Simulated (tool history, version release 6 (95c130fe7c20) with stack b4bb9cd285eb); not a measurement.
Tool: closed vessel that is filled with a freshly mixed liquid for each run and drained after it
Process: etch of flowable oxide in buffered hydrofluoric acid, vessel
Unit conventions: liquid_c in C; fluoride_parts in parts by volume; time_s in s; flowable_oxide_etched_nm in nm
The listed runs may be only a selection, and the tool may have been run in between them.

run	hour	liquid_c	fluoride_parts	time_s	flowable_oxide_etched_nm
1	0.0	25.0	10.5	100	564.40
2	4.3	25.0	10.5	110	616.76
3	10.2	23.0	10.5	110	547.95
4	11.9	23.0	8.5	110	663.19
5	17.3	23.0	8.5	100	598.64
6	23.8	25.0	8.5	100	670.99
7	31.1	23.0	8.5	100	593.27
8	32.5	21.5	8.5	100	544.76
9	33.7	20.5	8.5	100	523.76

Run 10 comes next. What will it give?
10	40.0	19.5	8.5	100	?

Run 10 gave flowable_oxide_etched_nm 490.61 nm.
